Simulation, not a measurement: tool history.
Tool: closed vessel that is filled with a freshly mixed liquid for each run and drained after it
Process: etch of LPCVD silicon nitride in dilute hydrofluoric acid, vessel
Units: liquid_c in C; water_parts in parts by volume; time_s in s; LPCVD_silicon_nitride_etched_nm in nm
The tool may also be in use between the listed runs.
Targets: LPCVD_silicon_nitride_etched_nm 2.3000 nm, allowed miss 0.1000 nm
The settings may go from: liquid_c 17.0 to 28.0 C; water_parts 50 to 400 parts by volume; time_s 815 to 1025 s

| run | hour | liquid_c | water_parts | time_s | LPCVD_silicon_nitride_etched_nm |
|---|---|---|---|---|---|
| 1 | 0.0 | 20.0 | 225 | 1025 | 1.4902 |
| 2 | 1.8 | 20.0 | 225 | 815 | 1.2057 |
| 3 | 4.5 | 21.5 | 220 | 815 | 1.3407 |
| 4 | 8.9 | 22.5 | 210 | 820 | 1.4990 |
| 5 | 14.4 | 23.5 | 205 | 820 | 1.6469 |
| 6 | 23.2 | 24.0 | 200 | 820 | 1.7725 |
| 7 | 32.1 | 24.5 | 200 | 820 | 1.8216 |
| 8 | 32.6 | 25.0 | 200 | 820 | 1.8703 |
| 9 | 40.3 | 25.5 | 200 | 820 | 1.9062 |
| 10 | 41.7 | 26.0 | 200 | 820 | 1.9763 |

4 next moves are on the table. One of them brings every result within its allowed miss. Which?
| A | 43.1 | 25.5 | 240 | 815 | ? |
| B | 43.1 | 26.0 | 215 | 1025 | ? |
| C | 43.1 | 24.0 | 235 | 980 | ? |
| D | 43.1 | 26.0 | 270 | 925 | ? |

| move | LPCVD_silicon_nitride_etched_nm |
|---|---|
| A | 1.5853 |
| B | 2.2943 |
| C | 1.7717 |
| D | 1.6507 |
A: further off than the last run
B: meets every target
C: further off than the last run
D: further off than the last run
The right move is B.

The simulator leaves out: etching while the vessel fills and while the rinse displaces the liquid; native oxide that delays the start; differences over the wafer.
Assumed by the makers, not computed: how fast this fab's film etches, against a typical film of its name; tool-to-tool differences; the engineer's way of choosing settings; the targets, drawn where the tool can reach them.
